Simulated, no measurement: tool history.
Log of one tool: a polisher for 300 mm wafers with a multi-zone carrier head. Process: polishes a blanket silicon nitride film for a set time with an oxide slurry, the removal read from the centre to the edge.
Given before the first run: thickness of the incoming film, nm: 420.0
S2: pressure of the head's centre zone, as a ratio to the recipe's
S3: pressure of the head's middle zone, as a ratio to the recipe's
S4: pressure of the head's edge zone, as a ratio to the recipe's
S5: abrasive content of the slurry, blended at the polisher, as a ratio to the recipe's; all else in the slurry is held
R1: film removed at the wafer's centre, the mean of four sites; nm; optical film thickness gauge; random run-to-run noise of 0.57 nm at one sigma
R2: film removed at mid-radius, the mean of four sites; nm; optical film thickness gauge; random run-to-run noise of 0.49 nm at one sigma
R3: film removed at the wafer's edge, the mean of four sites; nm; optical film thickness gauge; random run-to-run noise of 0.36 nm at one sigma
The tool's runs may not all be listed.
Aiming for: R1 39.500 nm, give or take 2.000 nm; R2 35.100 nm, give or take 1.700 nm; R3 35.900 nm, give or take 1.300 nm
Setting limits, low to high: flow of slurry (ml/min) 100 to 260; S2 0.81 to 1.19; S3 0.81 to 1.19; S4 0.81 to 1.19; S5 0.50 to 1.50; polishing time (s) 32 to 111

Run 1, hour 0.0: flow of slurry (ml/min) 165, S2 1.00, S3 1.00, S4 1.00, S5 1.00, polishing time (s) 71. Result: R1 47.065 nm, R2 47.506 nm, R3 47.651 nm.
Run 2, hour 2.9: flow of slurry (ml/min) 165, S2 1.01, S3 0.99, S4 0.98, S5 0.95, polishing time (s) 71. Result: R1 45.157 nm, R2 44.526 nm, R3 44.918 nm.
Run 3, hour 9.6: flow of slurry (ml/min) 165, S2 1.01, S3 0.99, S4 0.91, S5 0.95, polishing time (s) 71. Result: R1 45.010 nm, R2 43.718 nm, R3 44.169 nm.
Run 4, hour 10.1: flow of slurry (ml/min) 165, S2 0.95, S3 0.99, S4 0.91, S5 0.95, polishing time (s) 71. Result: R1 42.515 nm, R2 44.818 nm, R3 44.512 nm.
Run 5, hour 16.7: flow of slurry (ml/min) 165, S2 0.97, S3 0.99, S4 0.90, S5 0.90, polishing time (s) 71. Result: R1 43.264 nm, R2 43.408 nm, R3 43.172 nm.
Run 6, hour 20.5: flow of slurry (ml/min) 160, S2 0.98, S3 0.99, S4 0.89, S5 0.85, polishing time (s) 71. Result: R1 41.377 nm, R2 41.530 nm, R3 41.046 nm.
Run 7, hour 24.0: flow of slurry (ml/min) 155, S2 0.99, S3 0.98, S4 0.88, S5 0.85, polishing time (s) 71. Result: R1 41.718 nm, R2 42.236 nm, R3 41.032 nm.
Run 8, hour 31.6: flow of slurry (ml/min) 170, S2 1.07, S3 0.88, S4 0.87, S5 0.60, polishing time (s) 69. Result: R1 36.806 nm, R2 32.250 nm, R3 33.206 nm.
Run 9, hour 38.3: flow of slurry (ml/min) 175, S2 1.07, S3 0.89, S4 0.88, S5 0.60, polishing time (s) 69. Result: R1 35.415 nm, R2 32.058 nm, R3 33.106 nm.

Pick the move, out of 5, that brings all results within their allowed miss; only one does.
Run A, hour 45.0: flow of slurry (ml/min) 150, S2 1.19, S3 0.85, S4 0.82, S5 0.70, polishing time (s) 60. Result: R1 ?, R2 ?, R3 ?.
Run B, hour 45.0: flow of slurry (ml/min) 170, S2 1.06, S3 0.90, S4 0.89, S5 0.60, polishing time (s) 76. Result: R1 ?, R2 ?, R3 ?.
Run C, hour 45.0: flow of slurry (ml/min) 155, S2 0.96, S3 0.89, S4 0.84, S5 0.65, polishing time (s) 62. Result: R1 ?, R2 ?, R3 ?.
Run D, hour 45.0: flow of slurry (ml/min) 110, S2 1.16, S3 0.81, S4 1.14, S5 0.55, polishing time (s) 76. Result: R1 ?, R2 ?, R3 ?.
Run E, hour 45.0: flow of slurry (ml/min) 115, S2 1.01, S3 1.12, S4 0.81, S5 0.65, polishing time (s) 69. Result: R1 ?, R2 ?, R3 ?.

move      R1      R2      R3
   A  38.183  28.296  30.012
   B  40.221  34.524  36.386
   C  30.619  28.936  30.079
   D  36.848  27.569  35.772
   E  33.013  34.448  31.228
A: misses by more than the last run did
B: each result inside its tolerance
C: misses by more than the last run did
D: brings the result that was furthest off to its target, and leaves another outside
E: misses by more than the last run did
Move B is the one to make.
